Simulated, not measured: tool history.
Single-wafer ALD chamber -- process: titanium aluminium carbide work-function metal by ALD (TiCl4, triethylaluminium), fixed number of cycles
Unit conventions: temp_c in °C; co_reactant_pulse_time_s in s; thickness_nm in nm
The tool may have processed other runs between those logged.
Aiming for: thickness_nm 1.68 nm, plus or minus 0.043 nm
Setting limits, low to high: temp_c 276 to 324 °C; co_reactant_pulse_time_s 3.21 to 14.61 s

| run | day | temp_c | co_reactant_pulse_time_s | thickness_nm |
|---|---|---|---|---|
| 1 | 0 | 300 | 8.91 | 1.978 |
| 2 | 0.329 | 308 | 8.91 | 2.0264 |
| 3 | 0.458 | 308 | 7.42 | 1.9303 |
| 4 | 0.504 | 308 | 5.07 | 1.553 |
| 5 | 0.638 | 309 | 5.14 | 1.5928 |
| 6 | 0.896 | 310 | 5.19 | 1.5965 |
| 7 | 1.229 | 311 | 5.25 | 1.6224 |
| 8 | 1.408 | 311 | 5.25 | 1.6227 |
| 9 | 1.446 | 312 | 5.28 | 1.6378 |
| 10 | 1.667 | 312 | 5.3 | 1.6381 |

Exactly one of the 5 candidate moves below puts every result within its allowed miss. Which one?
| A | 1.888 | 297 | 5.32 | ? |
| B | 1.888 | 312 | 4.88 | ? |
| C | 1.888 | 320 | 5.02 | ? |
| D | 1.888 | 306 | 6.14 | ? |
| E | 1.888 | 316 | 5.38 | ? |

| move | thickness_nm |
|---|---|
| A | 1.5565 |
| B | 1.5322 |
| C | 1.6178 |
| D | 1.7683 |
| E | 1.6855 |
A: misses by more than the last run did
B: misses by more than the last run did
C: misses by more than the last run did
D: takes the result that was furthest off past its target
E: in spec on every target
Answer: E

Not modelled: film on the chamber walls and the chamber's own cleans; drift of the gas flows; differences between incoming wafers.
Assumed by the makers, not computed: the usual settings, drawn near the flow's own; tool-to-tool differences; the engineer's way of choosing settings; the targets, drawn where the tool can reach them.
